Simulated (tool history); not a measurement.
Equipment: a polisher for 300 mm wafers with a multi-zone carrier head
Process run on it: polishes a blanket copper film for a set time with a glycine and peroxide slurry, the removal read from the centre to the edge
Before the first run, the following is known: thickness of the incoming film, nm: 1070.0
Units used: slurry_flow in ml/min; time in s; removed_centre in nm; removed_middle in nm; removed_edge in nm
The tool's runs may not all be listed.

{"run": 1, "hour": 0.0, "slurry_flow": 195, "centre_zone": 1, "middle_zone": 1, "edge_zone": 1, "time": 51, "removed_centre": 312.11, "removed_middle": 315.59, "removed_edge": 307.84}
{"run": 2, "hour": 6.0, "slurry_flow": 195, "centre_zone": 1, "middle_zone": 1, "edge_zone": 1, "time": 55, "removed_centre": 346.46, "removed_middle": 341.12, "removed_edge": 334.47}
{"run": 3, "hour": 11.0, "slurry_flow": 195, "centre_zone": 1, "middle_zone": 1, "edge_zone": 1.07, "time": 55, "removed_centre": 344.91, "removed_middle": 342.94, "removed_edge": 347.02}
{"run": 4, "hour": 13.7, "slurry_flow": 195, "centre_zone": 1, "middle_zone": 1.04, "edge_zone": 1.07, "time": 55, "removed_centre": 345.04, "removed_middle": 351.67, "removed_edge": 346.5}
{"run": 5, "hour": 18.4, "slurry_flow": 195, "centre_zone": 1, "middle_zone": 1.04, "edge_zone": 1.12, "time": 55, "removed_centre": 333.34, "removed_middle": 345.9, "removed_edge": 354.96}
{"run": 6, "hour": 22.1, "slurry_flow": 195, "centre_zone": 1, "middle_zone": 1.04, "edge_zone": 1.19, "time": 55, "removed_centre": 339.09, "removed_middle": 348.06, "removed_edge": 363.62}
{"run": 7, "hour": 22.9, "slurry_flow": 195, "centre_zone": 1, "middle_zone": 1.03, "edge_zone": 1.15, "time": 52, "removed_centre": 324.92, "removed_middle": 332.1, "removed_edge": 338.97}

For run 8, what comes out?
{"run": 8, "hour": 29.0, "slurry_flow": 190, "centre_zone": 0.99, "middle_zone": 1.01, "edge_zone": 1.12, "time": 49, "removed_centre": "?", "removed_middle": "?", "removed_edge": "?"}

Run 8 came out at removed_centre 303.08 nm, removed_middle 306.35 nm, removed_edge 316.59 nm.
